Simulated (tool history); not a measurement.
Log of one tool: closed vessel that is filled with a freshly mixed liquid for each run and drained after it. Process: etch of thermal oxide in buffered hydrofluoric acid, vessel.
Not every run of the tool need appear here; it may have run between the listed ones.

run	day	temperature setpoint of the liquid (C)	parts of 40 % ammonium fluoride to one part of 49 % hydrofluoric acid (parts by volume)	time in the liquid (s)	thickness taken off the thermal oxide on a monitor wafer (nm)
1	0	21	10.5	30	26.79
2	0.05	22	10.5	30	28.232
3	0.35	23	10.5	30	29.989
4	0.467	25	10.5	30	33.144
5	0.667	25.5	10.5	30	34.32
6	1.021	27	10.5	30	37.284
7	1.246	28	10	30	41.206

What does the tool deliver on the next run?
8	1.304	28.5	10	30	?

thickness taken off the thermal oxide on a monitor wafer (nm): 42.227

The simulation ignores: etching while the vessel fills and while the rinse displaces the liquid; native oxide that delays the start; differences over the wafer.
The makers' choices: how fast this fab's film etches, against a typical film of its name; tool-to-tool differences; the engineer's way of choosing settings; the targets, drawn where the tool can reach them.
